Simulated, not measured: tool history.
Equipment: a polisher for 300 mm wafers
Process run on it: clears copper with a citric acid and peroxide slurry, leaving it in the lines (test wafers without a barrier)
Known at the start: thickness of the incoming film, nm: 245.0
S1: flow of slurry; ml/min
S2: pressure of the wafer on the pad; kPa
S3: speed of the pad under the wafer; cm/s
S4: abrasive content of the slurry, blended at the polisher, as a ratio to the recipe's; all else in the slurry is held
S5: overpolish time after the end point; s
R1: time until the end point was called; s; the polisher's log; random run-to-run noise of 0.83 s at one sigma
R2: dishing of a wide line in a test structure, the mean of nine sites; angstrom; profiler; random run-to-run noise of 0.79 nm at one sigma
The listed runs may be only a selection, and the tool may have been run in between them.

run	day	S1	S2	S3	S4	S5	R1	R2
1	0.000	240	24.1	92	1.00	15	131.410	225.08
2	0.138	240	24.1	92	1.15	15	128.920	225.51
3	0.412	235	25.5	94	1.15	16	118.600	257.95
4	0.650	235	23.4	94	1.15	16	127.620	239.32
5	0.800	230	24.8	96	1.15	17	118.590	269.50
# day 1.117: worn pad replaced by a new one
6	1.117	230	24.8	116	1.15	17	88.007	349.24
7	1.392	225	25.5	116	1.15	18	88.068	375.39
8	1.546	225	26.2	116	1.15	19	84.857	392.78

For run 9, what comes out?
9	1.812	225	26.9	116	1.15	20	?	?

R1: 85.136 s
R2: 415.40 angstrom

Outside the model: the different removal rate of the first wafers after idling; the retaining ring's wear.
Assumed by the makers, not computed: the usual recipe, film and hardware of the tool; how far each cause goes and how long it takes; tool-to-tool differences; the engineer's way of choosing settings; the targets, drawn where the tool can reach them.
